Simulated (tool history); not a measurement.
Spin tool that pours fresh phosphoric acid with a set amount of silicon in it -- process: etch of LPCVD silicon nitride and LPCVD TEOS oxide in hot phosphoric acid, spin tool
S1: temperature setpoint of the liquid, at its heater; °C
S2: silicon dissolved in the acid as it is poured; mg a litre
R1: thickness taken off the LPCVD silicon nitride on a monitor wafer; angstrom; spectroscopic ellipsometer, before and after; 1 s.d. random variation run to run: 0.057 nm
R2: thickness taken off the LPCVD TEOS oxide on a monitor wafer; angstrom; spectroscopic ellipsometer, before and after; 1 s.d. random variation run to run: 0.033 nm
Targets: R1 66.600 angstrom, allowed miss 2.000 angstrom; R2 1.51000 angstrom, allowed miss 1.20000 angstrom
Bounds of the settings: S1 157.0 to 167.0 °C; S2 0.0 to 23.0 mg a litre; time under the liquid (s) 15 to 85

{"run": 1, "hour": 0.0, "S1": 162.0, "S2": 10.0, "time under the liquid (s)": 45, "R1": 42.891, "R2": 1.0303}
{"run": 2, "hour": 7.7, "S1": 163.0, "S2": 10.0, "time under the liquid (s)": 45, "R1": 44.659, "R2": 1.221}
{"run": 3, "hour": 15.5, "S1": 163.0, "S2": 7.5, "time under the liquid (s)": 45, "R1": 44.577, "R2": 1.4001}
{"run": 4, "hour": 21.0, "S1": 163.0, "S2": 7.5, "time under the liquid (s)": 40, "R1": 39.213, "R2": 0.64993}
{"run": 5, "hour": 22.7, "S1": 163.0, "S2": 7.5, "time under the liquid (s)": 45, "R1": 44.731, "R2": 0.53025}
{"run": 6, "hour": 28.0, "S1": 164.5, "S2": 7.5, "time under the liquid (s)": 45, "R1": 46.657, "R2": 1.3584}
{"run": 7, "hour": 28.7, "S1": 164.5, "S2": 6.5, "time under the liquid (s)": 45, "R1": 46.289, "R2": 1.3941}
{"run": 8, "hour": 30.9, "S1": 164.5, "S2": 6.0, "time under the liquid (s)": 50, "R1": 51.973, "R2": 2.1511}

Exactly one of the 5 candidate moves below puts every result within its allowed miss. Which one?
{"run": "A", "hour": 33.1, "S1": 164.0, "S2": 5.0, "time under the liquid (s)": 45, "R1": "?", "R2": "?"}
{"run": "B", "hour": 33.1, "S1": 162.5, "S2": 5.5, "time under the liquid (s)": 45, "R1": "?", "R2": "?"}
{"run": "C", "hour": 33.1, "S1": 167.0, "S2": 9.5, "time under the liquid (s)": 55, "R1": "?", "R2": "?"}
{"run": "D", "hour": 33.1, "S1": 158.0, "S2": 5.0, "time under the liquid (s)": 80, "R1": "?", "R2": "?"}
{"run": "E", "hour": 33.1, "S1": 167.0, "S2": 7.5, "time under the liquid (s)": 40, "R1": "?", "R2": "?"}

move=A R1=45.488 R2=1.44470
move=B R1=43.285 R2=1.28190
move=C R1=61.336 R2=1.99570
move=D R1=66.169 R2=1.64990
move=E R1=44.608 R2=1.51520
A: moves away from the targets compared with the last run
B: moves away from the targets compared with the last run
C: gains on the last run, yet a result remains outside its allowed miss
D: all results in spec
E: moves away from the targets compared with the last run
D is the move that brings every result within its allowed miss.
